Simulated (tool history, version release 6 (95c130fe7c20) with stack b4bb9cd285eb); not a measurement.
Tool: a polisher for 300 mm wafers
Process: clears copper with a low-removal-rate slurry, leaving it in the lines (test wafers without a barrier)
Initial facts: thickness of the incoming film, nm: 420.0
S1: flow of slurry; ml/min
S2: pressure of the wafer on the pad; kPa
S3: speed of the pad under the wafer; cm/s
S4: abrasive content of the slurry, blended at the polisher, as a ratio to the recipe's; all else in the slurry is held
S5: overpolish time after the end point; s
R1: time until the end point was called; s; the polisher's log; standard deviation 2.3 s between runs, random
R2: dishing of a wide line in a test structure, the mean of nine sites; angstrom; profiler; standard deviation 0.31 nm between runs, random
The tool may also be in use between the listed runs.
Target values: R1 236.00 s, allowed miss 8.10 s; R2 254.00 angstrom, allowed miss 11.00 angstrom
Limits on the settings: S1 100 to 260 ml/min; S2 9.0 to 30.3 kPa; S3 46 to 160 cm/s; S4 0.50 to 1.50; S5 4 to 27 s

run	hour	S1	S2	S3	S4	S5	R1	R2
1	0.0	165	19.3	102	1.00	14	159.73	260.33
2	0.7	160	17.9	102	1.00	15	174.33	263.31
3	7.6	160	20.0	102	1.00	15	157.86	285.50
4	16.3	160	20.0	80	1.00	15	202.08	227.20
5	21.6	160	20.0	70	1.00	15	226.88	206.30
6	26.8	160	20.0	70	1.00	12	229.07	170.57
7	28.6	155	20.0	70	1.00	14	229.99	193.02
8	37.6	145	20.0	70	1.00	15	231.43	204.57
9	45.0	140	20.0	70	1.00	16	234.43	209.79
10	48.4	140	20.0	70	1.00	17	235.00	223.55
11	56.7	140	20.0	70	1.00	18	237.08	238.79

5 candidate next runs follow, results not yet known. Just one meets every target within its allowed miss. Identify it.
A	65.0	100	21.4	66	0.90	21	?	?
B	65.0	125	22.8	60	1.00	23	?	?
C	65.0	105	17.9	84	0.95	17	?	?
D	65.0	145	22.1	58	1.10	23	?	?
E	65.0	200	17.2	74	1.00	20	?	?

move	R1	R2
A	253.17	254.42
B	246.86	281.75
C	228.06	230.59
D	250.96	277.53
E	235.99	257.44
A: gets the furthest-off result to its target, but another result is out of tolerance
B: the result that was furthest off in the last run now lies on the other side of its target
C: moves away from the targets compared with the last run
D: the result that was furthest off in the last run now lies on the other side of its target
E: every result lands within tolerance
The move that meets every target is E.
